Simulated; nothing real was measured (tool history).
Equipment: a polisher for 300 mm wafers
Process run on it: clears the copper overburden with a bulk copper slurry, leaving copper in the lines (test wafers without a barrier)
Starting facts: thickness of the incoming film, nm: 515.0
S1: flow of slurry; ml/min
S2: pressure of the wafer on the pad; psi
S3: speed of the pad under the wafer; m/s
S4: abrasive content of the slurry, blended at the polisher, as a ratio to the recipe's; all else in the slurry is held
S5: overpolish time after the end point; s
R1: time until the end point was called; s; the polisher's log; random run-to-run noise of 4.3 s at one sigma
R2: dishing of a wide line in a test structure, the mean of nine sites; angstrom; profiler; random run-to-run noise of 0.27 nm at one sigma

run  hour   S1   S2    S3    S4  S5       R1      R2
  1   0.0  255  1.7  1.12  1.00  22   93.640  549.27
  2   4.8  255  1.7  1.12  1.00  28   94.782  632.85
  3  10.3  255  1.7  1.12  1.00  21   90.411  535.90
  4  18.5  255  1.7  1.12  1.10  21   90.219  552.14
  5  19.8  195  1.7  1.12  1.10  21   92.804  568.10
  6  26.9  195  1.7  1.12  1.25  21   91.745  549.38
  7  32.5  235  1.5  1.00  1.25  18  111.250  434.63
  8  39.5  265  1.4  0.90  1.20  16  125.990  362.57
  9  40.0  265  1.4  0.90  1.20  16  122.210  360.94
 10  46.0  255  1.3  0.82  1.15  14  149.770  290.56
 11  51.0  255  1.2  0.78  1.15  13  164.330  246.33
 12  52.8  250  1.1  0.76  1.15  13  187.490  225.13
 13  54.5  250  1.1  0.76  1.15  13  183.970  221.37
 14  55.6  240  1.0  0.76  1.15  13  193.720  204.25
 15  61.0  235  1.0  0.74  1.15  13  209.540  201.03
 16  68.6  230  1.0  0.74  1.15  13  205.140  201.47

What does the tool deliver on the next run?
 17  71.1  225  1.0  0.74  1.15  13   ?   ?

R1: 214.830 s
R2: 204.75 angstrom
